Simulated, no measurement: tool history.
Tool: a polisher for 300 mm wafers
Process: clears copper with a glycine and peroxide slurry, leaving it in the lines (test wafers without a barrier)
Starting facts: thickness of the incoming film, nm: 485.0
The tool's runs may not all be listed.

run,hour,flow of slurry (ml/min),pressure of the wafer on the pad (psi),speed of the pad under the wafer (cm/s),overpolish time after the end point (s),time until the end point was called (s),dishing of a wide line in a test structure (angstrom)
1,0.0,190,3.5,94,24,68.910,405.57
2,5.9,190,3.4,94,24,70.795,415.82
3,11.5,190,3.3,94,23,72.678,392.34
4,13.7,190,3.3,94,18,72.579,386.60
5,15.7,190,3.2,94,20,71.790,383.45
6,20.2,190,3.2,94,15,71.744,351.96
7,25.2,190,3.1,94,17,75.176,362.65

What does the tool deliver on the next run?
8,33.1,190,3.1,94,19,?,?

{"run 8": {"time until the end point was called (s)": 75.807, "dishing of a wide line in a test structure (angstrom)": 385.22}}

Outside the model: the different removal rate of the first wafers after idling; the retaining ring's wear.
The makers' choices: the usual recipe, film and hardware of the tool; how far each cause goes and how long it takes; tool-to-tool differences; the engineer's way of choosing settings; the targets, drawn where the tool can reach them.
